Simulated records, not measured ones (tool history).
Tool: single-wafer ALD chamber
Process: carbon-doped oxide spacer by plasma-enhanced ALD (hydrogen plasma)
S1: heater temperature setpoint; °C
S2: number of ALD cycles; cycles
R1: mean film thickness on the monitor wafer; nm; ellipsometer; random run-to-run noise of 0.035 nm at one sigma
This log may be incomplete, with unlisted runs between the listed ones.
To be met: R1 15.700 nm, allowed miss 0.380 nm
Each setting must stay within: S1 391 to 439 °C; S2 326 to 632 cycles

run  hour   S1   S2      R1
  1   0.0  415  479  20.628
  2   6.0  419  479  20.324
  3   6.8  415  479  20.535
  4  13.3  415  526  22.529
  5  19.4  425  526  21.768
  6  20.0  425  595  24.709
  7  23.3  427  563  23.153
  8  24.4  428  535  21.839
  9  32.7  429  512  20.904
 10  34.7  430  492  19.986
 11  36.6  430  492  20.049
 12  43.3  431  475  19.246
 13  45.0  432  461  18.689
 14  46.0  433  449  18.041
 15  49.1  434  440  17.654
 16  52.6  435  433  17.216
 17  57.5  435  427  17.040
 18  63.5  435  422  16.845
 19  65.7  435  418  16.579
 20  73.7  435  415  16.564
 21  75.4  437  387  15.291

Of the 4 settings listed for the next run, only one would bring every result within its allowed miss of target. Which one?
  A  77.1  438  400   ?
  B  77.1  438  375   ?
  C  77.1  439  348   ?
  D  77.1  437  369   ?

move      R1
   A  15.767
   B  14.782
   C  13.665
   D  14.601
A: every result within its allowed miss
B: misses by more than the last run did
C: misses by more than the last run did
D: misses by more than the last run did
A meets every target.

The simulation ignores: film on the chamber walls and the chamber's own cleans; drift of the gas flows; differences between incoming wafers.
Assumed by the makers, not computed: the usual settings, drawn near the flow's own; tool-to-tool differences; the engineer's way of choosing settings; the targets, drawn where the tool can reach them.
